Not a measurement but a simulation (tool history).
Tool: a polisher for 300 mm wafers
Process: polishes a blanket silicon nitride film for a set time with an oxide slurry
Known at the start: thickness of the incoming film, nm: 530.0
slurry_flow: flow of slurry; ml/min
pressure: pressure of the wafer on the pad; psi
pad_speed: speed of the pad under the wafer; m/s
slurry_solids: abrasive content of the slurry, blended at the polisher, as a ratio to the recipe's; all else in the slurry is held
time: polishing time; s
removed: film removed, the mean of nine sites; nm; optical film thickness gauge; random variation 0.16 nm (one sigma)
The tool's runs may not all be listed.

| run | day | slurry_flow | pressure | pad_speed | slurry_solids | time | removed |
|---|---|---|---|---|---|---|---|
| 1 | 0.000 | 200 | 4.4 | 1.12 | 1.0 | 43 | 32.748 |
| 2 | 0.229 | 195 | 4.2 | 1.12 | 1.0 | 43 | 31.278 |
| 3 | 0.546 | 195 | 4.2 | 1.12 | 0.9 | 43 | 29.894 |
| 4 | 0.746 | 195 | 4.2 | 0.98 | 0.9 | 43 | 26.971 |
| 5 | 0.838 | 195 | 4.2 | 1.10 | 0.9 | 43 | 29.356 |
| 6 | 1.008 | 195 | 4.2 | 1.10 | 1.0 | 43 | 30.807 |

Forecast run 7:
| 7 | 1.183 | 195 | 4.1 | 1.10 | 1.0 | 43 | ? |

removed: 29.844 nm
